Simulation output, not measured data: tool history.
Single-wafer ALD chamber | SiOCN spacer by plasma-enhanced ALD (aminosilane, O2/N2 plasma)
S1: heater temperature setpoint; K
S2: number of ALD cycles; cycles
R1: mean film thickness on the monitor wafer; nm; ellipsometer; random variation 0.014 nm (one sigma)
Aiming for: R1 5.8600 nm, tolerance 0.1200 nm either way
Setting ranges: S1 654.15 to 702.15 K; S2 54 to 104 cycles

run	hour	S1	S2	R1
1	0.0	678.15	79	4.6249
2	5.5	674.15	85	5.0547
3	10.6	671.15	88	5.2863
4	11.4	676.15	88	5.1897
# hour 18.5: thermocouple changed; heater temperature recalibrated
5	18.5	672.15	90	5.4373
6	20.0	665.15	90	5.4373
7	22.7	665.15	92	5.5629
8	29.1	665.15	93	5.5980
9	32.7	665.15	94	5.6856
10	40.2	665.15	95	5.7374

Which single option among these 5 for the next run brings every result within its allowed miss of target? Just one does.
A	47.7	666.15	101	?
B	47.7	668.15	102	?
C	47.7	668.15	97	?
D	47.7	662.15	103	?
E	47.7	667.15	103	?

move	R1
A	6.1076
B	6.1681
C	5.8658
D	6.2286
E	6.2286
A: carries the result that was furthest off beyond its target, to the other side
B: carries the result that was furthest off beyond its target, to the other side
C: every result lands within tolerance
D: carries the result that was furthest off beyond its target, to the other side
E: carries the result that was furthest off beyond its target, to the other side
The move that meets every target is C.
